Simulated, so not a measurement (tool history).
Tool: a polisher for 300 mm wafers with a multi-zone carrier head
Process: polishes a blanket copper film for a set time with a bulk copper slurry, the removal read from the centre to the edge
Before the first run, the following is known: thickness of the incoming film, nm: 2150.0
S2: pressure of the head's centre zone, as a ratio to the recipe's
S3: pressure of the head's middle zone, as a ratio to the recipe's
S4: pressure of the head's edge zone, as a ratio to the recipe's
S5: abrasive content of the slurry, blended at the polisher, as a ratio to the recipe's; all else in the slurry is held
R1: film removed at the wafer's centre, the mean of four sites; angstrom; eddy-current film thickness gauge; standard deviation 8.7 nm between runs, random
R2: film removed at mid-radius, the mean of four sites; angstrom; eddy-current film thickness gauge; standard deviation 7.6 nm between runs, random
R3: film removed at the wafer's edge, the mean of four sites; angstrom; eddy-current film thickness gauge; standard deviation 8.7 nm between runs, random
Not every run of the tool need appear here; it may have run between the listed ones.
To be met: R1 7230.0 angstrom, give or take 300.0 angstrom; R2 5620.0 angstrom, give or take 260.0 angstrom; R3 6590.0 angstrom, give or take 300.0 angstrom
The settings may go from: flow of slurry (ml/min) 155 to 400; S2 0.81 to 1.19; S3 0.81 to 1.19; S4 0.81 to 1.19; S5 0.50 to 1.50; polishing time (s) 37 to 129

run 1 hour=0.0 | flow_of_slurry_(ml/min)=255 S2=1.00 S3=1.00 S4=1.00 S5=1.00 polishing_time_(s)=83 | R1=6482.7 R2=7156.6 R3=7114.0
run 2 hour=9.0 | flow_of_slurry_(ml/min)=200 S2=1.00 S3=1.00 S4=1.00 S5=1.00 polishing_time_(s)=83 | R1=6262.0 R2=6892.6 R3=6792.5
run 3 hour=12.0 | flow_of_slurry_(ml/min)=195 S2=1.04 S3=0.95 S4=1.00 S5=1.00 polishing_time_(s)=83 | R1=6405.5 R2=6630.1 R3=6884.7
run 4 hour=17.9 | flow_of_slurry_(ml/min)=200 S2=1.08 S3=0.91 S4=0.97 S5=0.95 polishing_time_(s)=83 | R1=6664.1 R2=6362.1 R3=6882.6
run 5 hour=24.3 | flow_of_slurry_(ml/min)=200 S2=1.08 S3=0.91 S4=0.92 S5=0.95 polishing_time_(s)=83 | R1=6678.7 R2=6388.0 R3=6827.1
run 6 hour=32.7 | flow_of_slurry_(ml/min)=205 S2=1.11 S3=0.88 S4=0.90 S5=0.90 polishing_time_(s)=83 | R1=6871.3 R2=5964.9 R3=6512.0
run 7 hour=36.2 | flow_of_slurry_(ml/min)=210 S2=1.12 S3=0.86 S4=0.90 S5=0.90 polishing_time_(s)=83 | R1=6945.3 R2=5964.9 R3=6663.0
-- hour=37.3 centre zone pressure recalibrated
run 8 hour=37.3 | flow_of_slurry_(ml/min)=210 S2=1.13 S3=0.85 S4=0.90 S5=0.90 polishing_time_(s)=83 | R1=7653.4 R2=5972.0 R3=6637.1

Below are 5 possible settings for the next run. Only one of them brings all results inside the allowed miss of their targets. Which is it?
run A hour=38.4 | flow_of_slurry_(ml/min)=210 S2=1.07 S3=0.93 S4=0.88 S5=0.95 polishing_time_(s)=85 | R1=? R2=? R3=?
run B hour=38.4 | flow_of_slurry_(ml/min)=155 S2=1.09 S3=0.81 S4=0.88 S5=0.80 polishing_time_(s)=89 | R1=? R2=? R3=?
run C hour=38.4 | flow_of_slurry_(ml/min)=255 S2=1.12 S3=0.87 S4=1.11 S5=0.55 polishing_time_(s)=92 | R1=? R2=? R3=?
run D hour=38.4 | flow_of_slurry_(ml/min)=155 S2=1.00 S3=0.86 S4=0.93 S5=0.80 polishing_time_(s)=97 | R1=? R2=? R3=?
run E hour=38.4 | flow_of_slurry_(ml/min)=165 S2=1.01 S3=0.88 S4=0.90 S5=1.00 polishing_time_(s)=90 | R1=? R2=? R3=?

move=A R1=7637.8 R2=6526.2 R3=6762.5
move=B R1=7376.4 R2=5565.4 R3=6576.2
move=C R1=8059.7 R2=6202.5 R3=7469.9
move=D R1=7373.6 R2=6373.2 R3=7327.4
move=E R1=7331.0 R2=6380.6 R3=7071.6
A: its largest miss is bigger than the last run's
B: every result lands within tolerance
C: its largest miss is bigger than the last run's
D: brings the last run's worst result on target, with another outside its allowed miss
E: brings the last run's worst result on target, with another outside its allowed miss
B is the move that brings every result within its allowed miss.
